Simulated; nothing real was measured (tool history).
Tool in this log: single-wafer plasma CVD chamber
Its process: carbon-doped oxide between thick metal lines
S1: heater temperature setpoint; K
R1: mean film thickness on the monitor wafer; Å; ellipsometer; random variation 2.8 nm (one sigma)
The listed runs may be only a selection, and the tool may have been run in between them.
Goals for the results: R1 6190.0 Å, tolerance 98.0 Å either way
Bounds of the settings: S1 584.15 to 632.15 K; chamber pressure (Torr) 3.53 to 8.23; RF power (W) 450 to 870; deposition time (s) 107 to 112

Run 1, day 0.000: S1 608.15 K, chamber pressure (Torr) 5.88, RF power (W) 660, deposition time (s) 112. Result: R1 6780.3 Å.
Run 2, day 0.192: S1 618.15 K, chamber pressure (Torr) 5.88, RF power (W) 660, deposition time (s) 112. Result: R1 6646.9 Å.
Run 3, day 0.546: S1 619.15 K, chamber pressure (Torr) 5.75, RF power (W) 655, deposition time (s) 112. Result: R1 6598.7 Å.
Run 4, day 0.867: S1 619.15 K, chamber pressure (Torr) 5.65, RF power (W) 650, deposition time (s) 112. Result: R1 6518.9 Å.
Run 5, day 1.208: S1 620.15 K, chamber pressure (Torr) 5.55, RF power (W) 650, deposition time (s) 112. Result: R1 6445.4 Å.
Run 6, day 1.300: S1 620.15 K, chamber pressure (Torr) 5.55, RF power (W) 560, deposition time (s) 112. Result: R1 5852.5 Å.
Run 7, day 1.562: S1 619.15 K, chamber pressure (Torr) 5.64, RF power (W) 560, deposition time (s) 112. Result: R1 5841.5 Å.
Run 8, day 1.754: S1 607.15 K, chamber pressure (Torr) 6.54, RF power (W) 585, deposition time (s) 112. Result: R1 6348.1 Å.

Next run, 5 choices. One meets every target within its allowed miss, the rest don't. Which?
Run A, day 1.946: S1 608.15 K, chamber pressure (Torr) 6.56, RF power (W) 565, deposition time (s) 112. Result: R1 ?.
Run B, day 1.946: S1 596.15 K, chamber pressure (Torr) 5.97, RF power (W) 585, deposition time (s) 112. Result: R1 ?.
Run C, day 1.946: S1 614.15 K, chamber pressure (Torr) 6.16, RF power (W) 675, deposition time (s) 107. Result: R1 ?.
Run D, day 1.946: S1 605.15 K, chamber pressure (Torr) 6.21, RF power (W) 570, deposition time (s) 108. Result: R1 ?.
Run E, day 1.946: S1 609.15 K, chamber pressure (Torr) 5.99, RF power (W) 625, deposition time (s) 112. Result: R1 ?.

move      R1
   A  6160.1
   B  6464.9
   C  6519.2
   D  5991.6
   E  6536.1
A: hits every target within its allowed miss
B: the biggest miss grows against the last run
C: the biggest miss grows against the last run
D: pushes the last run's worst result past its target
E: the biggest miss grows against the last run
Move A is the one to make.
